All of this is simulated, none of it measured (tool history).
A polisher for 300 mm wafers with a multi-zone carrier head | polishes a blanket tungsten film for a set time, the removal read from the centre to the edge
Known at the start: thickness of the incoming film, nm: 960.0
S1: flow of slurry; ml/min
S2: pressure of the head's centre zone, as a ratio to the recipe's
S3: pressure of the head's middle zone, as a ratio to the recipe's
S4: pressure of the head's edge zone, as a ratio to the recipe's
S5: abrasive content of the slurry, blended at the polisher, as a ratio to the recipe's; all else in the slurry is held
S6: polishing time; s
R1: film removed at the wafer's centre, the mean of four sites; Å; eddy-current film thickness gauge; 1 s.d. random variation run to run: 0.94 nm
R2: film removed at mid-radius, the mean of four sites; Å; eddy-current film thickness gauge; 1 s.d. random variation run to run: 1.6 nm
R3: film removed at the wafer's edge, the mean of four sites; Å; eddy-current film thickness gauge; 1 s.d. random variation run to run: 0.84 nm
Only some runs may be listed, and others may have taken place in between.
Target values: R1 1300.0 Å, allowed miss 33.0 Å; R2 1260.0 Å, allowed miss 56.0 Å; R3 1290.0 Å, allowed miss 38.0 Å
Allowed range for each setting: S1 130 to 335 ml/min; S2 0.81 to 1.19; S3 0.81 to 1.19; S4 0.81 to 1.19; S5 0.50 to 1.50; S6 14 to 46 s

{"run": 1, "hour": 0.0, "S1": 215, "S2": 1.0, "S3": 1.0, "S4": 1.0, "S5": 1.0, "S6": 30, "R1": 1730.7, "R2": 1767.1, "R3": 1729.8}
{"run": 2, "hour": 4.5, "S1": 215, "S2": 0.97, "S3": 1.0, "S4": 1.0, "S5": 1.0, "S6": 30, "R1": 1701.9, "R2": 1783.1, "R3": 1738.8}
{"run": 3, "hour": 10.1, "S1": 215, "S2": 1.05, "S3": 1.0, "S4": 1.0, "S5": 1.0, "S6": 30, "R1": 1794.2, "R2": 1752.1, "R3": 1734.3}
{"run": 4, "hour": 13.7, "S1": 210, "S2": 1.03, "S3": 0.98, "S4": 0.98, "S5": 0.9, "S6": 29, "R1": 1681.7, "R2": 1634.2, "R3": 1633.0}
{"run": 5, "hour": 20.4, "S1": 210, "S2": 0.98, "S3": 0.98, "S4": 0.98, "S5": 0.9, "S6": 29, "R1": 1609.4, "R2": 1612.4, "R3": 1606.6}
{"run": 6, "hour": 24.4, "S1": 210, "S2": 1.04, "S3": 0.98, "S4": 0.98, "S5": 0.9, "S6": 29, "R1": 1686.6, "R2": 1673.9, "R3": 1604.2}
{"run": 7, "hour": 25.0, "S1": 205, "S2": 1.02, "S3": 0.95, "S4": 0.97, "S5": 0.85, "S6": 29, "R1": 1637.1, "R2": 1528.6, "R3": 1586.1}
{"run": 8, "hour": 32.8, "S1": 200, "S2": 1.0, "S3": 0.95, "S4": 0.95, "S5": 0.8, "S6": 29, "R1": 1571.7, "R2": 1545.1, "R3": 1536.1}
{"run": 9, "hour": 39.4, "S1": 195, "S2": 0.99, "S3": 0.93, "S4": 0.93, "S5": 0.75, "S6": 29, "R1": 1567.8, "R2": 1489.8, "R3": 1511.6}
{"run": 10, "hour": 45.6, "S1": 190, "S2": 0.97, "S3": 0.92, "S4": 0.92, "S5": 0.7, "S6": 29, "R1": 1499.5, "R2": 1435.1, "R3": 1489.0}
{"run": 11, "hour": 53.0, "S1": 190, "S2": 0.96, "S3": 0.92, "S4": 0.91, "S5": 0.65, "S6": 29, "R1": 1485.1, "R2": 1416.0, "R3": 1463.0}
{"run": 12, "hour": 58.7, "S1": 185, "S2": 0.95, "S3": 0.92, "S4": 0.9, "S5": 0.6, "S6": 29, "R1": 1441.8, "R2": 1421.6, "R3": 1408.7}

Which one of the following 5 next-run settings gets every result inside its allowed miss? There is exactly one.
{"run": "A", "hour": 64.4, "S1": 180, "S2": 1.11, "S3": 1.07, "S4": 0.81, "S5": 0.5, "S6": 26, "R1": "?", "R2": "?", "R3": "?"}
{"run": "B", "hour": 64.4, "S1": 165, "S2": 0.97, "S3": 1.03, "S4": 0.93, "S5": 0.65, "S6": 26, "R1": "?", "R2": "?", "R3": "?"}
{"run": "C", "hour": 64.4, "S1": 190, "S2": 1.03, "S3": 0.81, "S4": 0.81, "S5": 0.65, "S6": 25, "R1": "?", "R2": "?", "R3": "?"}
{"run": "D", "hour": 64.4, "S1": 175, "S2": 1.03, "S3": 0.96, "S4": 0.83, "S5": 0.5, "S6": 26, "R1": "?", "R2": "?", "R3": "?"}
{"run": "E", "hour": 64.4, "S1": 180, "S2": 0.97, "S3": 0.91, "S4": 0.92, "S5": 0.55, "S6": 26, "R1": "?", "R2": "?", "R3": "?"}

move=A R1=1395.4 R2=1420.9 R3=1178.3
move=B R1=1295.3 R2=1408.7 R3=1290.3
move=C R1=1335.7 R2=1138.5 R3=1191.7
move=D R1=1314.1 R2=1289.9 R3=1188.2
move=E R1=1284.9 R2=1257.7 R3=1268.1
A: nearer the targets than the last run, but a result is still out of spec
B: corrects the largest miss of the last run, while another result sits out of spec
C: nearer the targets than the last run, but a result is still out of spec
D: corrects the largest miss of the last run, while another result sits out of spec
E: hits every target within its allowed miss
Correct choice: E, which meets every target
